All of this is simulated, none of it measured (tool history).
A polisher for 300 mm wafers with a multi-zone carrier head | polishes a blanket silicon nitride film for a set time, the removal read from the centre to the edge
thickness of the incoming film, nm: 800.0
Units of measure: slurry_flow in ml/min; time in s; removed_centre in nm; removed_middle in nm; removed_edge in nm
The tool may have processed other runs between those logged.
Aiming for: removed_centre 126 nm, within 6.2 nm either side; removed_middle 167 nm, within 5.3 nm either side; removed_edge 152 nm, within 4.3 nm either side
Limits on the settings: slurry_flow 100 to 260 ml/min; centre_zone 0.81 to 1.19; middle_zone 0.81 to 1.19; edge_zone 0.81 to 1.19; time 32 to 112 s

Run 1, hour 0: slurry_flow 165 ml/min, centre_zone 1, middle_zone 1, edge_zone 1, time 72 s. Result: removed_centre 151.42 nm, removed_middle 152.88 nm, removed_edge 153.91 nm.
Run 2, hour 5.6: slurry_flow 165 ml/min, centre_zone 0.95, middle_zone 1.03, edge_zone 1, time 72 s. Result: removed_centre 142.37 nm, removed_middle 156.35 nm, removed_edge 153.07 nm.
Run 3, hour 12.9: slurry_flow 165 ml/min, centre_zone 0.95, middle_zone 1.03, edge_zone 1, time 79 s. Result: removed_centre 158.99 nm, removed_middle 166.95 nm, removed_edge 164.1 nm.
Run 4, hour 20.1: slurry_flow 155 ml/min, centre_zone 0.91, middle_zone 1.06, edge_zone 1.01, time 78 s. Result: removed_centre 146.82 nm, removed_middle 170.03 nm, removed_edge 162.65 nm.
Run 5, hour 27.8: slurry_flow 155 ml/min, centre_zone 0.88, middle_zone 1.06, edge_zone 1.01, time 78 s. Result: removed_centre 144.87 nm, removed_middle 173.85 nm, removed_edge 163.86 nm.
Run 6, hour 31.8: slurry_flow 155 ml/min, centre_zone 0.88, middle_zone 1.06, edge_zone 1.01, time 88 s. Result: removed_centre 159.61 nm, removed_middle 193.03 nm, removed_edge 185.71 nm.
Run 7, hour 32.9: slurry_flow 140 ml/min, centre_zone 0.86, middle_zone 1.06, edge_zone 0.98, time 85 s. Result: removed_centre 144.75 nm, removed_middle 185.12 nm, removed_edge 175.99 nm.
Run 8, hour 40.2: slurry_flow 140 ml/min, centre_zone 0.86, middle_zone 1.06, edge_zone 0.96, time 82 s. Result: removed_centre 142.96 nm, removed_middle 175.08 nm, removed_edge 166.73 nm.
Run 9, hour 48.9: slurry_flow 130 ml/min, centre_zone 0.84, middle_zone 1.07, edge_zone 0.94, time 81 s. Result: removed_centre 140.85 nm, removed_middle 177.4 nm, removed_edge 162.47 nm.
Run 10, hour 50.9: slurry_flow 125 ml/min, centre_zone 0.83, middle_zone 1.07, edge_zone 0.94, time 80 s. Result: removed_centre 131.12 nm, removed_middle 170.9 nm, removed_edge 158.9 nm.
Run 11, hour 52.6: slurry_flow 120 ml/min, centre_zone 0.83, middle_zone 1.07, edge_zone 0.93, time 80 s. Result: removed_centre 131.31 nm, removed_middle 172.13 nm, removed_edge 159.91 nm.

Next run, 5 choices. One meets every target within its allowed miss, the rest don't. Which?
Run A, hour 54.3: slurry_flow 110 ml/min, centre_zone 0.84, middle_zone 1.06, edge_zone 1.02, time 74 s. Result: removed_centre ?, removed_middle ?, removed_edge ?.
Run B, hour 54.3: slurry_flow 180 ml/min, centre_zone 0.99, middle_zone 1.05, edge_zone 0.94, time 69 s. Result: removed_centre ?, removed_middle ?, removed_edge ?.
Run C, hour 54.3: slurry_flow 155 ml/min, centre_zone 0.94, middle_zone 1.13, edge_zone 0.87, time 72 s. Result: removed_centre ?, removed_middle ?, removed_edge ?.
Run D, hour 54.3: slurry_flow 150 ml/min, centre_zone 0.82, middle_zone 1.11, edge_zone 0.99, time 73 s. Result: removed_centre ?, removed_middle ?, removed_edge ?.
Run E, hour 54.3: slurry_flow 155 ml/min, centre_zone 0.97, middle_zone 1.05, edge_zone 0.88, time 71 s. Result: removed_centre ?, removed_middle ?, removed_edge ?.

move  removed_centre  removed_middle  removed_edge
   A          123.12          153.94        154.21
   B          144.67          150.84        144.23
   C          140.65          164.72         143.3
   D           123.7          163.94        153.91
   E          143.08          152.62        142.19
A: the worst result of the last run now meets its target, but another is out of spec
B: carries the result that was furthest off beyond its target, to the other side
C: carries the result that was furthest off beyond its target, to the other side
D: every result within its allowed miss
E: carries the result that was furthest off beyond its target, to the other side
D is the move that brings every result within its allowed miss.

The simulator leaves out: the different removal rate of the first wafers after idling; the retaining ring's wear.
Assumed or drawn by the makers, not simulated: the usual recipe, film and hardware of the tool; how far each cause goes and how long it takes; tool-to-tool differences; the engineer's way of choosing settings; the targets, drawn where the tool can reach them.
